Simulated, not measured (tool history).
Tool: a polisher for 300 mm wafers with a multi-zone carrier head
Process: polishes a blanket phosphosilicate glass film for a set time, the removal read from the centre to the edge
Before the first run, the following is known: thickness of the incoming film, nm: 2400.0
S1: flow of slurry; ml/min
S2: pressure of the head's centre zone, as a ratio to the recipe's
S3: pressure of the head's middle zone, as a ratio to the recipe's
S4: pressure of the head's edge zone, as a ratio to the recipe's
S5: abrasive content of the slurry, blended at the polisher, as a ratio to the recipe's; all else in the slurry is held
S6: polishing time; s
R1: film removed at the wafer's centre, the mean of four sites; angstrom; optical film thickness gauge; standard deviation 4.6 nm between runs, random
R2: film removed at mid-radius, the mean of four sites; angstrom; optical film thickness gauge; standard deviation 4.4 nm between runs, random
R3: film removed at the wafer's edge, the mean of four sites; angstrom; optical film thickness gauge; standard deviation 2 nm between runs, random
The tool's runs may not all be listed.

run 1 hour=0 | S1=250 S2=1 S3=1 S4=1 S5=1 S6=49 | R1=4109.3 R2=3993.1 R3=3950.5
run 2 hour=3.5 | S1=250 S2=1 S3=1 S4=1 S5=1 S6=60 | R1=5021.2 R2=4943.5 R3=4846.1
run 3 hour=6.7 | S1=250 S2=1 S3=1 S4=1 S5=1.2 S6=60 | R1=5555 R2=5359.3 R3=5263.2
run 4 hour=13.7 | S1=250 S2=1 S3=1.04 S4=1 S5=1.2 S6=60 | R1=5351.4 R2=5456.1 R3=5314.8
run 5 hour=22.2 | S1=245 S2=0.98 S3=1.03 S4=0.96 S5=1 S6=58 | R1=4704 R2=4779.2 R3=4555.1
run 6 hour=24.7 | S1=240 S2=0.97 S3=1.03 S4=0.92 S5=0.85 S6=57 | R1=4281.6 R2=4295.1 R3=4024
run 7 hour=29.9 | S1=235 S2=0.95 S3=1.03 S4=0.89 S5=0.75 S6=57 | R1=3741.7 R2=4031.9 R3=3710.1

What does the tool deliver on the next run?
run 8 hour=35.5 | S1=230 S2=0.96 S3=1.03 S4=0.87 S5=0.7 S6=57 | R1=? R2=? R3=?

Run 8 measured R1 3623.2 angstrom, R2 3874.1 angstrom, R3 3557.1 angstrom.
